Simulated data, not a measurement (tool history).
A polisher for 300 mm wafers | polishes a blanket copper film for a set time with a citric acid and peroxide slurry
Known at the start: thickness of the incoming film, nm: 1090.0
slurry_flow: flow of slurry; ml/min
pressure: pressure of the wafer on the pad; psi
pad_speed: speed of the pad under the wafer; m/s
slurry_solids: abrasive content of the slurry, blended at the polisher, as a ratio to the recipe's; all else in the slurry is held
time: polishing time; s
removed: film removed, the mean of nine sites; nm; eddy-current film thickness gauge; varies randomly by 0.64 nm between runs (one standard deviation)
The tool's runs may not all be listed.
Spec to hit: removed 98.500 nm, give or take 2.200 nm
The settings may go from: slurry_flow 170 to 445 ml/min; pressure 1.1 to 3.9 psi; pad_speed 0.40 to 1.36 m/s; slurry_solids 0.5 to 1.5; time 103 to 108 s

run,hour,slurry_flow,pressure,pad_speed,slurry_solids,time,removed
1,0.0,285,2.5,0.88,1.0,103,140.410
2,1.4,285,2.5,0.88,1.0,108,147.970
3,3.9,285,2.5,0.88,0.8,108,140.410
4,11.8,280,2.3,0.88,0.8,108,129.330
5,13.4,275,2.1,0.88,0.8,108,118.950
6,14.0,270,2.0,0.88,0.8,108,115.350
7,17.5,270,1.9,0.88,0.8,108,110.660
8,25.9,265,1.8,0.88,0.8,108,104.640
9,35.0,260,1.8,0.88,0.8,108,104.810
10,39.0,250,1.8,0.88,0.8,108,103.720
11,42.3,240,1.8,0.88,0.8,108,104.420

5 candidate next runs follow, results not yet known. Just one meets every target within its allowed miss. Identify it.
A,45.6,180,2.2,0.74,0.9,108,?
B,45.6,205,1.9,0.86,0.6,108,?
C,45.6,220,1.8,0.92,0.8,103,?
D,45.6,310,1.6,1.04,0.7,103,?
E,45.6,325,1.7,0.94,0.6,108,?

move,removed
A,103.200
B,98.657
C,101.790
D,104.120
E,101.780
A: closer than the last run, but not yet in spec
B: all results in spec
C: closer than the last run, but not yet in spec
D: closer than the last run, but not yet in spec
E: closer than the last run, but not yet in spec
The right move is B.
